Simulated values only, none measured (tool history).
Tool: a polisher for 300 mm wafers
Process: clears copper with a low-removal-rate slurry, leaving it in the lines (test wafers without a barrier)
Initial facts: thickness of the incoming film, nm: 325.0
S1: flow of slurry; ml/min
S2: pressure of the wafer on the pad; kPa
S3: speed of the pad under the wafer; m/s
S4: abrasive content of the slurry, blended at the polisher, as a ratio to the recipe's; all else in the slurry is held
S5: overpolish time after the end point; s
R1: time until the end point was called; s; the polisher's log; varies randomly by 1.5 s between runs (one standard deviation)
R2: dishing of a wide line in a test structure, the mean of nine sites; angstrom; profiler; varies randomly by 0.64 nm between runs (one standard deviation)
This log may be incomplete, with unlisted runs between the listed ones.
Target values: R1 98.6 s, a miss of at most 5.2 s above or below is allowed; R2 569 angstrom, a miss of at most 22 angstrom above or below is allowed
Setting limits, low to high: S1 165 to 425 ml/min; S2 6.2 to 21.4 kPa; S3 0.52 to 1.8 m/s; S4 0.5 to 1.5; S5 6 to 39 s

run	day	S1	S2	S3	S4	S5	R1	R2
1	0	275	13.8	1.16	1	20	140.08	300.87
2	0.346	275	15.9	1.16	1	20	123.73	338.52
3	0.592	275	15.9	1.16	0.9	20	120.98	337.17
4	0.962	270	16.5	1.16	0.9	21	117.99	360.84
5	0.988	270	17.2	1.16	0.9	22	112.03	393.5
# day 1.158: slurry blender recalibrated
6	1.158	270	17.2	1.16	0.9	23	109.12	413.43
7	1.279	270	17.2	1.16	0.9	24	110.14	424.97
8	1.604	270	17.2	1.16	0.9	25	112.38	434.45
9	1.854	270	17.2	1.16	0.9	26	108.28	458.96

Next run, 5 choices. One meets every target within its allowed miss, the rest don't. Which?
A	2.104	170	21.4	1.12	0.85	32	?	?
B	2.104	240	16.5	1.24	1.05	20	?	?
C	2.104	305	19.3	1.12	0.8	36	?	?
D	2.104	310	15.9	1.24	0.9	18	?	?
E	2.104	220	13.8	1.38	0.65	20	?	?

move	R1	R2
A	97.216	580.14
B	103.33	385.84
C	101.4	605.11
D	108.47	340.27
E	124.01	330.07
A: each result inside its tolerance
B: the biggest miss grows against the last run
C: the result that was furthest off in the last run now lies on the other side of its target
D: the biggest miss grows against the last run
E: the biggest miss grows against the last run
The move that meets every target is A.
